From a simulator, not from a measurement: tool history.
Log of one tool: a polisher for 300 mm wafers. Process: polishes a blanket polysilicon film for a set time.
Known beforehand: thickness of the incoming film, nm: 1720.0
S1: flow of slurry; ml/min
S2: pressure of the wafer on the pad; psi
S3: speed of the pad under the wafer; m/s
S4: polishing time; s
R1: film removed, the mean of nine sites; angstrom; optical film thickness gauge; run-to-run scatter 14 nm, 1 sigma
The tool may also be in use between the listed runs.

run,day,S1,S2,S3,S4,R1
1,0.000,120,3.0,0.98,93,7954.4
2,0.171,100,3.0,0.98,93,7614.3
3,0.542,110,3.3,0.98,93,8508.7
4,0.729,110,3.3,0.78,93,6828.0
5,0.829,115,3.6,0.82,93,7727.9
6,0.900,145,3.6,0.82,93,8186.7

For run 7, what comes out?
7,1.075,145,3.9,0.84,93,?

{"run 7": {"R1": 9161.6}}

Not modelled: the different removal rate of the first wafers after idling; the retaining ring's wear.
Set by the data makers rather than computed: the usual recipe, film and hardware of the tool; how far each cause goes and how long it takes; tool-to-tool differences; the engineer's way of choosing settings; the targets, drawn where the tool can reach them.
